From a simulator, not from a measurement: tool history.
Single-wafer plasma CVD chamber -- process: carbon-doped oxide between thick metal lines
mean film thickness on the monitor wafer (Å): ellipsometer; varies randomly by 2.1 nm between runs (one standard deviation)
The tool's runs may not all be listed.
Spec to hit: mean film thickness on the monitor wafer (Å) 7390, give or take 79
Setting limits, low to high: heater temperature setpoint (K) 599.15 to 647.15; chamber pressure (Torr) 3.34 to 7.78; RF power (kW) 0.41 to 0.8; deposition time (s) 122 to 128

| run | day | heater temperature setpoint (K) | chamber pressure (Torr) | RF power (kW) | deposition time (s) | mean film thickness on the monitor wafer (Å) |
|---|---|---|---|---|---|---|
| 1 | 0 | 623.15 | 5.56 | 0.605 | 128 | 8531.9 |
| 2 | 0.192 | 617.15 | 5.56 | 0.605 | 128 | 8655.5 |
| 3 | 0.442 | 607.15 | 5.56 | 0.605 | 128 | 8895.3 |
| 4 | 0.625 | 611.15 | 5.26 | 0.6 | 128 | 8595 |
| 5 | 0.708 | 611.15 | 6.06 | 0.6 | 128 | 8859.8 |
| 6 | 0.904 | 602.15 | 6.06 | 0.6 | 128 | 9082.3 |
| 7 | 1.029 | 606.15 | 5.7 | 0.595 | 128 | 8777.6 |
| 8 | 1.4 | 609.15 | 5.38 | 0.59 | 128 | 8551.3 |
| 9 | 1.692 | 609.15 | 5.38 | 0.59 | 128 | 8549.8 |
| 10 | 1.904 | 609.15 | 5.38 | 0.59 | 128 | 8580.6 |
| 11 | 2.012 | 612.15 | 5.11 | 0.59 | 128 | 8427.3 |
| 12 | 2.225 | 615.15 | 4.87 | 0.59 | 128 | 8256.7 |
| 13 | 2.488 | 618.15 | 4.7 | 0.59 | 128 | 8152 |

Below are 5 possible settings for the next run. Only one of them brings all results inside the allowed miss of their targets. Which is it?
| A | 2.75 | 612.15 | 4.48 | 0.645 | 128 | ? |
| B | 2.75 | 621.15 | 4.43 | 0.57 | 122 | ? |
| C | 2.75 | 615.15 | 4.27 | 0.57 | 128 | ? |
| D | 2.75 | 618.15 | 4.75 | 0.575 | 122 | ? |
| E | 2.75 | 615.15 | 4.6 | 0.52 | 122 | ? |

| move | mean film thickness on the monitor wafer (Å) |
|---|---|
| A | 8769.7 |
| B | 7353.8 |
| C | 7761.6 |
| D | 7583.7 |
| E | 6916.5 |
A: its largest miss is bigger than the last run's
B: hits every target within its allowed miss
C: nearer the targets than the last run, but a result is still out of spec
D: nearer the targets than the last run, but a result is still out of spec
E: takes the result that was furthest off past its target
B meets every target.

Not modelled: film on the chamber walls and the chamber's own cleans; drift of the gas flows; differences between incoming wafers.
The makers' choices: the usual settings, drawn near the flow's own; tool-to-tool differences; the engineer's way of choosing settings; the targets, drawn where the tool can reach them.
